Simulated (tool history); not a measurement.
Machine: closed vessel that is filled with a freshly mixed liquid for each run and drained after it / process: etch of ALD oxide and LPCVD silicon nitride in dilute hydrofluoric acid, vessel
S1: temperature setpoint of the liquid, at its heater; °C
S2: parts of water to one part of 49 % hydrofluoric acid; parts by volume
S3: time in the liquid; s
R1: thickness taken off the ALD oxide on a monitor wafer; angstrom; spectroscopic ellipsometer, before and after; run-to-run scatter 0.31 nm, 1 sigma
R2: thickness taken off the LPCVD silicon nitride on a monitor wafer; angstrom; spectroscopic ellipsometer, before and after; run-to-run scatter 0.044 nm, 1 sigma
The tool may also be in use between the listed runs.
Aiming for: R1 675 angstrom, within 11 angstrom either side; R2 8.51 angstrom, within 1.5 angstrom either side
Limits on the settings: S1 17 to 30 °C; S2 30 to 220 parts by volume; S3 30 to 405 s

Run 1, day 0: S1 22 °C, S2 125 parts by volume, S3 205 s. Result: R1 528.81 angstrom, R2 6.8889 angstrom.
Run 2, day 0.262: S1 22 °C, S2 145 parts by volume, S3 205 s. Result: R1 442.02 angstrom, R2 5.8602 angstrom.
Run 3, day 0.371: S1 22 °C, S2 145 parts by volume, S3 275 s. Result: R1 601.26 angstrom, R2 8.1029 angstrom.
Run 4, day 0.592: S1 22.5 °C, S2 145 parts by volume, S3 275 s. Result: R1 605.01 angstrom, R2 8.5177 angstrom.
Run 5, day 0.792: S1 22.5 °C, S2 120 parts by volume, S3 275 s. Result: R1 756.68 angstrom, R2 9.7531 angstrom.
Run 6, day 0.958: S1 22.5 °C, S2 105 parts by volume, S3 275 s. Result: R1 877.46 angstrom, R2 11.86 angstrom.
Run 7, day 1.188: S1 21 °C, S2 110 parts by volume, S3 275 s. Result: R1 782.55 angstrom, R2 8.9235 angstrom.
Run 8, day 1.304: S1 21 °C, S2 115 parts by volume, S3 275 s. Result: R1 741.2 angstrom, R2 8.9355 angstrom.
Run 9, day 1.592: S1 20.5 °C, S2 115 parts by volume, S3 275 s. Result: R1 735.7 angstrom, R2 9.0068 angstrom.
Run 10, day 1.688: S1 20 °C, S2 115 parts by volume, S3 275 s. Result: R1 711.27 angstrom, R2 8.131 angstrom.

Exactly one of the 4 candidate moves below puts every result within its allowed miss. Which one?
Run A, day 1.783: S1 21.5 °C, S2 105 parts by volume, S3 220 s. Result: R1 ?, R2 ?.
Run B, day 1.783: S1 22 °C, S2 130 parts by volume, S3 265 s. Result: R1 ?, R2 ?.
Run C, day 1.783: S1 21.5 °C, S2 155 parts by volume, S3 325 s. Result: R1 ?, R2 ?.
Run D, day 1.783: S1 23 °C, S2 120 parts by volume, S3 255 s. Result: R1 ?, R2 ?.

move      R1      R2
   A   667.8  8.3168
   B  645.15  8.4004
   C  633.81  8.3877
   D   707.4  9.3437
A: hits every target within its allowed miss
B: takes the result that was furthest off past its target
C: takes the result that was furthest off past its target
D: gains on the last run, yet a result remains outside its allowed miss
Correct choice: A, which meets every target
